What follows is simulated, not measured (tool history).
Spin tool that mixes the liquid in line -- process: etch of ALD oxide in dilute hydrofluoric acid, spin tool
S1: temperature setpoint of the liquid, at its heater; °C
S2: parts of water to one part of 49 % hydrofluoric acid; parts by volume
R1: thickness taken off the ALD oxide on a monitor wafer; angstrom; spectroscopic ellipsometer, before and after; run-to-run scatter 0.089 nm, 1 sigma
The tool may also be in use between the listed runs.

{"run": 1, "day": 0.0, "S1": 21, "S2": 125, "time under the liquid (s)": 85, "R1": 68.458}
{"run": 2, "day": 0.275, "S1": 22, "S2": 120, "time under the liquid (s)": 85, "R1": 75.895}
{"run": 3, "day": 0.442, "S1": 22, "S2": 120, "time under the liquid (s)": 65, "R1": 57.097}
{"run": 4, "day": 0.638, "S1": 22, "S2": 120, "time under the liquid (s)": 65, "R1": 56.848}
{"run": 5, "day": 0.938, "S1": 22, "S2": 100, "time under the liquid (s)": 65, "R1": 70.184}
{"run": 6, "day": 1.017, "S1": 22.5, "S2": 95, "time under the liquid (s)": 65, "R1": 76.387}
{"run": 7, "day": 1.354, "S1": 26.5, "S2": 80, "time under the liquid (s)": 65, "R1": 110.27}

Run 8, settings as shown, results not yet in. Your forecast:
{"run": 8, "day": 1.608, "S1": 27, "S2": 80, "time under the liquid (s)": 65, "R1": "?"}

Run 8 yielded R1 109.65 angstrom.
